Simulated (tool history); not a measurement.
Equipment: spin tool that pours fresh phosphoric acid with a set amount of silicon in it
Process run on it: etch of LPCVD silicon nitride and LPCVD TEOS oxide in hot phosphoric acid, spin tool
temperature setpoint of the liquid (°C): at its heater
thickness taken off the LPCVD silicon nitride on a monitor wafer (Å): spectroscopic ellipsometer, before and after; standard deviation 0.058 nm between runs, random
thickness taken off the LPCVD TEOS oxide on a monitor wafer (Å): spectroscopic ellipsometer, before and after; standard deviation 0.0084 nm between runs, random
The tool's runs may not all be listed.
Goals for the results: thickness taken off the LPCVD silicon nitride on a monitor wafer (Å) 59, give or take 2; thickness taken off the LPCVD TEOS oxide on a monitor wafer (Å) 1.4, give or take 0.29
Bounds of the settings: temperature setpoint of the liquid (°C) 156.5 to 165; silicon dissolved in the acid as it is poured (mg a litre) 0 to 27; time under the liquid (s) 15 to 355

run,hour,temperature setpoint of the liquid (°C),silicon dissolved in the acid as it is poured (mg a litre),time under the liquid (s),thickness taken off the LPCVD silicon nitride on a monitor wafer (Å),thickness taken off the LPCVD TEOS oxide on a monitor wafer (Å)
1,0,160,12,180,205.1,5.0834
2,5.9,159,12,180,194.47,5.61
3,8.9,159,12,220,243.64,6.5018
4,12,159,12,190,205.53,5.3531
5,12.9,159,16,190,210.37,4.9243
6,14.2,159,18.5,190,208.74,5.2758
7,15.1,158.5,13.5,145,157.56,4.1177
8,16.2,158,10,110,119.1,3.2879
9,22.4,158,10,110,117.56,3.5501
# hour 24.3: thermometer replaced
10,24.3,157.5,10,85,85.828,2.2881
11,29.6,157,11,75,74.652,1.9723

Consider the 4 candidate settings below. Which is the only one whose results all fall within their allowed miss of target?
A,34.9,157,12.5,60,?,?
B,34.9,156.5,27,95,?,?
C,34.9,157,23.5,100,?,?
D,34.9,158,19.5,110,?,?

move,thickness taken off the LPCVD silicon nitride on a monitor wafer (Å),thickness taken off the LPCVD TEOS oxide on a monitor wafer (Å)
A,59.03,1.3652
B,91.884,1.3716
C,98.383,1.6865
D,111.96,2.2534
A: meets every target
B: misses by more than the last run did
C: misses by more than the last run did
D: misses by more than the last run did
So the answer is move A, the one that meets all the targets.

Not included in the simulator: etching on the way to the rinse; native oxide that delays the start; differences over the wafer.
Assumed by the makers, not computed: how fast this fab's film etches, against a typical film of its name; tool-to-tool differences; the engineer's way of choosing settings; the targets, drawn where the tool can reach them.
